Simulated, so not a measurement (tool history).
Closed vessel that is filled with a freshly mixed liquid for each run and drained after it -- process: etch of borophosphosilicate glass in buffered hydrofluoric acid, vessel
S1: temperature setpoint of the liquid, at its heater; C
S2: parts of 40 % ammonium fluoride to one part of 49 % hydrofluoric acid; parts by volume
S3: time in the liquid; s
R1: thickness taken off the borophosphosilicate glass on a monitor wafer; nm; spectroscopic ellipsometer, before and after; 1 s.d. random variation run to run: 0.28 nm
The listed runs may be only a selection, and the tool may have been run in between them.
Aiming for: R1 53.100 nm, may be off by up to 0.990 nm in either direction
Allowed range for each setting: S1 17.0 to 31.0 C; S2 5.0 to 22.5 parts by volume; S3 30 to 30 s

{"run": 1, "hour": 0.0, "S1": 23.0, "S2": 13.5, "S3": 30, "R1": 28.32}
{"run": 2, "hour": 1.9, "S1": 24.0, "S2": 13.0, "S3": 30, "R1": 30.928}
{"run": 3, "hour": 6.6, "S1": 24.0, "S2": 16.5, "S3": 30, "R1": 24.522}
{"run": 4, "hour": 8.7, "S1": 24.0, "S2": 19.0, "S3": 30, "R1": 21.681}
{"run": 5, "hour": 10.1, "S1": 24.0, "S2": 21.5, "S3": 30, "R1": 19.766}
{"run": 6, "hour": 18.5, "S1": 24.0, "S2": 22.5, "S3": 30, "R1": 19.182}
{"run": 7, "hour": 27.2, "S1": 25.0, "S2": 20.5, "S3": 30, "R1": 21.767}
{"hour": 30.0, "done": "hydrofluoric acid flow meter replaced"}
{"run": 8, "hour": 30.0, "S1": 26.0, "S2": 19.0, "S3": 30, "R1": 26.276}
{"run": 9, "hour": 31.8, "S1": 26.5, "S2": 18.5, "S3": 30, "R1": 28.043}
{"run": 10, "hour": 39.2, "S1": 27.0, "S2": 18.0, "S3": 30, "R1": 29.363}
{"run": 11, "hour": 42.0, "S1": 27.5, "S2": 17.5, "S3": 30, "R1": 31.146}
{"run": 12, "hour": 50.1, "S1": 28.0, "S2": 17.0, "S3": 30, "R1": 32.654}
{"run": 13, "hour": 50.7, "S1": 28.5, "S2": 16.5, "S3": 30, "R1": 34.759}
{"run": 14, "hour": 56.6, "S1": 29.0, "S2": 16.0, "S3": 30, "R1": 36.658}
{"run": 15, "hour": 61.5, "S1": 29.5, "S2": 15.5, "S3": 30, "R1": 39.056}
{"run": 16, "hour": 62.1, "S1": 29.5, "S2": 15.0, "S3": 30, "R1": 40.247}
{"run": 17, "hour": 70.7, "S1": 29.5, "S2": 14.5, "S3": 30, "R1": 41.3}
{"run": 18, "hour": 78.1, "S1": 29.5, "S2": 14.0, "S3": 30, "R1": 42.956}
{"run": 19, "hour": 82.6, "S1": 29.5, "S2": 13.5, "S3": 30, "R1": 44.721}

Consider the 4 candidate settings below. Which is the only one whose results all fall within their allowed miss of target?
{"run": "A", "hour": 87.1, "S1": 30.5, "S2": 12.0, "S3": 30, "R1": "?"}
{"run": "B", "hour": 87.1, "S1": 31.0, "S2": 18.5, "S3": 30, "R1": "?"}
{"run": "C", "hour": 87.1, "S1": 25.5, "S2": 8.5, "S3": 30, "R1": "?"}
{"run": "D", "hour": 87.1, "S1": 31.0, "S2": 13.0, "S3": 30, "R1": "?"}

move=A R1=53.199
move=B R1=35.675
move=C R1=55.661
move=D R1=50.472
A: all results in spec
B: further off than the last run
C: takes the biggest miss from the last run beyond its target
D: closer than the last run, but not yet in spec
So the answer is move A, the one that meets all the targets.
